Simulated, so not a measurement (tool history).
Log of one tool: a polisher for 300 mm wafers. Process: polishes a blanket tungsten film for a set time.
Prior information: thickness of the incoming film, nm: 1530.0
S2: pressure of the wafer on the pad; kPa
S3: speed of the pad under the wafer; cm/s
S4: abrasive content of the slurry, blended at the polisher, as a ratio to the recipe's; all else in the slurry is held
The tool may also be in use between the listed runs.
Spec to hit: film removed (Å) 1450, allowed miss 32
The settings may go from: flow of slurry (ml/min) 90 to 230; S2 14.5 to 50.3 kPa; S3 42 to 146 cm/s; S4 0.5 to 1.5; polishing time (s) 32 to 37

{"run": 1, "hour": 0.0, "flow of slurry (ml/min)": 150, "S2": 32.4, "S3": 94, "S4": 1, "polishing time (s)": 37, "film removed (Å)": 2400.4}
{"run": 2, "hour": 2.7, "flow of slurry (ml/min)": 145, "S2": 29.6, "S3": 94, "S4": 1, "polishing time (s)": 37, "film removed (Å)": 2205.6}
{"run": 3, "hour": 4.7, "flow of slurry (ml/min)": 140, "S2": 27.6, "S3": 94, "S4": 1, "polishing time (s)": 37, "film removed (Å)": 2029.3}
{"run": 4, "hour": 7.8, "flow of slurry (ml/min)": 135, "S2": 26.2, "S3": 94, "S4": 1, "polishing time (s)": 37, "film removed (Å)": 1934.2}
{"run": 5, "hour": 13.6, "flow of slurry (ml/min)": 130, "S2": 24.8, "S3": 94, "S4": 1, "polishing time (s)": 37, "film removed (Å)": 1809.8}
{"run": 6, "hour": 17.7, "flow of slurry (ml/min)": 125, "S2": 24.1, "S3": 94, "S4": 1, "polishing time (s)": 37, "film removed (Å)": 1741.4}
{"run": 7, "hour": 24.8, "flow of slurry (ml/min)": 120, "S2": 23.4, "S3": 94, "S4": 1, "polishing time (s)": 37, "film removed (Å)": 1677.6}
{"run": 8, "hour": 32.5, "flow of slurry (ml/min)": 115, "S2": 22.8, "S3": 94, "S4": 1, "polishing time (s)": 37, "film removed (Å)": 1602.6}
{"run": 9, "hour": 33.7, "flow of slurry (ml/min)": 110, "S2": 22.8, "S3": 94, "S4": 1, "polishing time (s)": 37, "film removed (Å)": 1607.1}
{"run": 10, "hour": 41.0, "flow of slurry (ml/min)": 105, "S2": 22.8, "S3": 94, "S4": 1, "polishing time (s)": 37, "film removed (Å)": 1573.8}

Below are 5 possible settings for the next run. Only one of them brings all results inside the allowed miss of their targets. Which is it?
{"run": "A", "hour": 48.3, "flow of slurry (ml/min)": 95, "S2": 22.8, "S3": 96, "S4": 0.9, "polishing time (s)": 36, "film removed (Å)": "?"}
{"run": "B", "hour": 48.3, "flow of slurry (ml/min)": 110, "S2": 22.1, "S3": 94, "S4": 0.8, "polishing time (s)": 36, "film removed (Å)": "?"}
{"run": "C", "hour": 48.3, "flow of slurry (ml/min)": 110, "S2": 22.1, "S3": 92, "S4": 1, "polishing time (s)": 33, "film removed (Å)": "?"}
{"run": "D", "hour": 48.3, "flow of slurry (ml/min)": 90, "S2": 24.1, "S3": 94, "S4": 1, "polishing time (s)": 37, "film removed (Å)": "?"}
{"run": "E", "hour": 48.3, "flow of slurry (ml/min)": 100, "S2": 16.5, "S3": 110, "S4": 1.05, "polishing time (s)": 37, "film removed (Å)": "?"}

move=A film_removed_(Å)=1452.4
move=B film_removed_(Å)=1379.1
move=C film_removed_(Å)=1345.1
move=D film_removed_(Å)=1579.3
move=E film_removed_(Å)=1351.7
A: all results land within tolerance of their targets
B: the result that was furthest off in the last run now lies on the other side of its target
C: the result that was furthest off in the last run now lies on the other side of its target
D: no better and no worse than the last run
E: the result that was furthest off in the last run now lies on the other side of its target
A meets every target.
